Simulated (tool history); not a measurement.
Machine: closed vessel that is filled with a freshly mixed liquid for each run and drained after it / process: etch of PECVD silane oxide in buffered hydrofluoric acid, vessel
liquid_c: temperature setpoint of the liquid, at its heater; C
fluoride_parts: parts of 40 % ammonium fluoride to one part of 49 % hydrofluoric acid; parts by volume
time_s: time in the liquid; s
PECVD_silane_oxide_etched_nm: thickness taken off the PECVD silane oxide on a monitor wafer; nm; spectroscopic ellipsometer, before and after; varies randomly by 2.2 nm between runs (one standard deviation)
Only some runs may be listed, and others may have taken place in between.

run,day,liquid_c,fluoride_parts,time_s,PECVD_silane_oxide_etched_nm
1,0.000,20.0,13.5,95,119.430
2,0.075,20.0,15.5,95,105.410
3,0.133,22.0,14.0,95,128.680
4,0.221,20.0,14.0,95,116.570
5,0.479,17.0,14.0,95,98.791
6,0.762,20.0,12.5,95,131.400
7,0.942,22.0,11.5,95,159.790

Forecast run 8:
8,1.167,23.5,11.0,95,?

PECVD_silane_oxide_etched_nm: 177.890 nm
